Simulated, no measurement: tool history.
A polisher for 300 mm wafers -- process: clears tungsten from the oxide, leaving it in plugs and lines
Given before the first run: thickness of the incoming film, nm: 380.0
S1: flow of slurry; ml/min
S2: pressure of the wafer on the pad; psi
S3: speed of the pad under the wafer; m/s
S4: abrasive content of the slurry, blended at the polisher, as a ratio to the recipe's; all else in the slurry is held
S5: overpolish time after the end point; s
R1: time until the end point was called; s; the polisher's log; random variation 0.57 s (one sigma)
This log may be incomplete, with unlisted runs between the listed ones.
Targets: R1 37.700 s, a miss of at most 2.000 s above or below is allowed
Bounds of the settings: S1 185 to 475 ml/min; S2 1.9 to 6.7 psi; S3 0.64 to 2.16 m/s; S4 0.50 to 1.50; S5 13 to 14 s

run    day   S1   S2    S3    S4  S5      R1
  1  0.000  305  4.3  1.40  1.00  13  79.546
  2  0.350  305  4.7  1.44  1.00  13  69.980
  3  0.717  305  4.7  1.16  1.00  13  85.549
  4  0.996  305  4.7  1.16  1.00  14  84.546
  5  1.021  305  5.0  1.24  1.00  14  75.513
  6  1.292  305  5.4  1.24  1.00  14  69.402
     1.404  -- slurry tank refilled with fresh slurry and peroxide
  7  1.404  305  5.6  1.32  1.00  14  48.437
  8  1.496  305  5.7  1.32  1.00  14  46.570

Pick the move, out of 5, that brings all results within their allowed miss; only one does.
  A  1.588  310  6.7  1.42  1.00  13   ?
  B  1.588  305  6.0  1.28  0.85  14   ?
  C  1.588  250  5.8  1.34  1.10  14   ?
  D  1.588  320  6.4  1.72  0.95  14   ?
  E  1.588  190  6.1  1.62  0.70  14   ?

move      R1
   A  37.908
   B  48.623
   C  46.201
   D  33.211
   E  42.375
A: every result lands within tolerance
B: its largest miss is bigger than the last run's
C: no better and no worse than the last run
D: carries the result that was furthest off beyond its target, to the other side
E: closes in on the targets versus the last run, not all within tolerance yet
A is the move that brings every result within its allowed miss.
